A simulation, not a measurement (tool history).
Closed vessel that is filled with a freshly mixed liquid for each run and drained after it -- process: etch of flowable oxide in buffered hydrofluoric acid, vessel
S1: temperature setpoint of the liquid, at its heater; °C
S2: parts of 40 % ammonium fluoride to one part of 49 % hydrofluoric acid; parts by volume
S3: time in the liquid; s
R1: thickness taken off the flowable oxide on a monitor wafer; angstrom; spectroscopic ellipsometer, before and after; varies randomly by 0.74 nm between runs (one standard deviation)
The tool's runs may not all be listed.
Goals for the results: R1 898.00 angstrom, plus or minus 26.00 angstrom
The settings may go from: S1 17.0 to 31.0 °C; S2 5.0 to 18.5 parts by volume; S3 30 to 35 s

run	hour	S1	S2	S3	R1
1	0.0	23.0	11.5	35	580.09
2	2.5	23.0	11.5	30	498.09
3	6.8	23.0	9.5	30	583.41
4	10.8	24.0	9.5	30	624.50
5	12.9	26.5	9.5	30	706.86
6	21.2	26.5	11.5	30	598.41
7	25.3	27.0	11.0	30	644.77
8	31.4	27.0	11.0	30	649.24
9	32.8	27.5	11.0	30	666.05
10	36.0	28.0	11.0	30	677.99
11	43.5	28.0	11.0	30	687.55
12	52.1	28.5	11.0	30	696.49
13	59.8	30.0	10.0	30	830.70
14	64.6	30.5	10.0	30	855.95
15	65.4	31.0	10.0	30	867.85

Consider the 4 candidate settings below. Which is the only one whose results all fall within their allowed miss of target?
A	66.2	29.0	8.5	30	?
B	66.2	31.0	10.5	30	?
C	66.2	31.0	12.0	35	?
D	66.2	31.0	12.5	35	?

move	R1
A	893.63
B	832.68
C	853.03
D	819.72
A: each result inside its tolerance
B: lands further from the targets than the last run did
C: lands further from the targets than the last run did
D: lands further from the targets than the last run did
Move A is the one to make.
